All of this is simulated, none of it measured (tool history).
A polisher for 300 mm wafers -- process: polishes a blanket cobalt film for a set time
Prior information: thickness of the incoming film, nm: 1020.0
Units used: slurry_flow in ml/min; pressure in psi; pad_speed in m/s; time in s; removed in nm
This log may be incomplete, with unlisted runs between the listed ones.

Run 1, hour 0: slurry_flow 260 ml/min, pressure 2.2 psi, pad_speed 1.2 m/s, time 31 s. Result: removed 155.57 nm.
Run 2, hour 4: slurry_flow 260 ml/min, pressure 2.2 psi, pad_speed 1.5 m/s, time 31 s. Result: removed 186.11 nm.
Run 3, hour 11: slurry_flow 260 ml/min, pressure 2.4 psi, pad_speed 1.5 m/s, time 31 s. Result: removed 199.09 nm.
Run 4, hour 12.9: slurry_flow 260 ml/min, pressure 2.4 psi, pad_speed 1.5 m/s, time 28 s. Result: removed 176.75 nm.
Run 5, hour 14: slurry_flow 260 ml/min, pressure 2.7 psi, pad_speed 1.52 m/s, time 28 s. Result: removed 189.17 nm.
Run 6, hour 22.3: slurry_flow 260 ml/min, pressure 2.5 psi, pad_speed 1.52 m/s, time 28 s. Result: removed 182.62 nm.

Run 7 comes next. What will it give?
Run 7, hour 23.9: slurry_flow 260 ml/min, pressure 2.8 psi, pad_speed 1.58 m/s, time 28 s. Result: removed ?.

{"run 7": {"removed": 204.84}}

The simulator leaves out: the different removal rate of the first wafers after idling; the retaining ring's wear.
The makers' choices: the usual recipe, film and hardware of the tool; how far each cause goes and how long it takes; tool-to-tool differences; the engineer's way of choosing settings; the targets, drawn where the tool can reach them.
